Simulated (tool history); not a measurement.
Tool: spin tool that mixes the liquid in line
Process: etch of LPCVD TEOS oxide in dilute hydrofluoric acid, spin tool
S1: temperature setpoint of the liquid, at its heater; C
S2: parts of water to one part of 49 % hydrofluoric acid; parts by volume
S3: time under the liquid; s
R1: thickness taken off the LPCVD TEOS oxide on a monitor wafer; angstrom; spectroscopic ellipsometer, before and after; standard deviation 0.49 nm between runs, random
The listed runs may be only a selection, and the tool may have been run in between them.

run  hour    S1   S2   S3       R1
  1   0.0  21.0  105  130   637.52
  2   8.7  24.0  105  130   719.42
  3  10.4  24.0   70  130  1122.90
  4  13.7  22.0   70  130  1035.30
  5  21.7  20.5   70  130   972.60
  6  28.9  19.5   70  130   932.81
  7  35.5  19.0   70  130   910.56
  8  39.1  19.0   70  130   919.36

Expected results for the next run?
  9  41.6  18.5  70  130   ?

{"run 9": {"R1": 881.8}}

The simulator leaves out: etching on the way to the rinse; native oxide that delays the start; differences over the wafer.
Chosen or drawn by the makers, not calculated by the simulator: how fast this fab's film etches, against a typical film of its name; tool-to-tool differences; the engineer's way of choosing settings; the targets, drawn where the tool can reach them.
